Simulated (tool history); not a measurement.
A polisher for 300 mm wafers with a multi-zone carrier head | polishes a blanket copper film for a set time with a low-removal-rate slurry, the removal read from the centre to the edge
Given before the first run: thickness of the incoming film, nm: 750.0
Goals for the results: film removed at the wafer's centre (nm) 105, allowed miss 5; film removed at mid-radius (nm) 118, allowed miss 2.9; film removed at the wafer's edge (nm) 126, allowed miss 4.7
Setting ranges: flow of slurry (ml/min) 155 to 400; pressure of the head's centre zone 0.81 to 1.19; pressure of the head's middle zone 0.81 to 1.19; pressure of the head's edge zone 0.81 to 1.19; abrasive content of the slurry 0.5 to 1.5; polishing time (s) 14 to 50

run  hour  flow of slurry (ml/min)  pressure of the head's centre zone  pressure of the head's middle zone  pressure of the head's edge zone  abrasive content of the slurry  polishing time (s)  film removed at the wafer's centre (nm)  film removed at mid-radius (nm)  film removed at the wafer's edge (nm)
  1     0                      255                                   1                                   1                                 1                               1                  32                                   80.887                           82.647                                 80.541
  2   4.6                      195                                   1                                   1                                 1                               1                  32                                   79.305                           80.373                                 78.327
  3   7.1                      210                                0.99                                   1                              1.03                             1.1                  33                                    86.33                           87.104                                 85.374
  4   8.3                      210                                0.99                                   1                              0.95                             1.1                  33                                   83.047                           85.398                                 81.566
  5  15.2                      210                                0.94                                   1                              0.95                             1.1                  33                                   78.322                            85.08                                  82.43
  6    20                      210                                0.94                                   1                              0.99                             1.1                  33                                   81.769                           86.312                                 82.409
  7  24.5                      240                                0.92                                0.97                              0.96                            1.15                  34                                   81.164                           88.665                                  86.51
  8  26.3                      250                                 0.9                                0.96                              0.99                             1.2                  35                                   82.637                           92.828                                 90.302
  9  28.6                      180                                0.88                                0.87                              1.09                            1.45                  44                                   106.12                           113.34                                 124.47
 10  32.6                      185                                0.88                                0.87                              1.09                            1.45                  44                                   102.86                           111.13                                 128.03
 11  33.5                      190                                0.88                                0.88                              1.08                            1.45                  44                                   105.49                           112.78                                 123.75

Next run, 4 choices. One meets every target within its allowed miss, the rest don't. Which?
  A  34.4                      160                                0.89                                0.87                              1.14                            1.35                  45                                        ?                                ?                                      ?
  B  34.4                      190                                 0.9                                0.83                              1.06                            1.45                  44                                        ?                                ?                                      ?
  C  34.4                      250                                0.86                                0.92                               1.1                             1.5                  43                                        ?                                ?                                      ?
  D  34.4                      170                                0.87                                0.86                               1.1                            1.45                  44                                        ?                                ?                                      ?

move  film removed at the wafer's centre (nm)  film removed at mid-radius (nm)  film removed at the wafer's edge (nm)
   A                                    104.6                           112.51                                 129.42
   B                                   107.02                           110.73                                 125.63
   C                                   103.25                           118.23                                 128.13
   D                                   102.42                           111.95                                  127.1
A: misses by more than the last run did
B: misses by more than the last run did
C: in spec on every target
D: misses by more than the last run did
The move that meets every target is C.
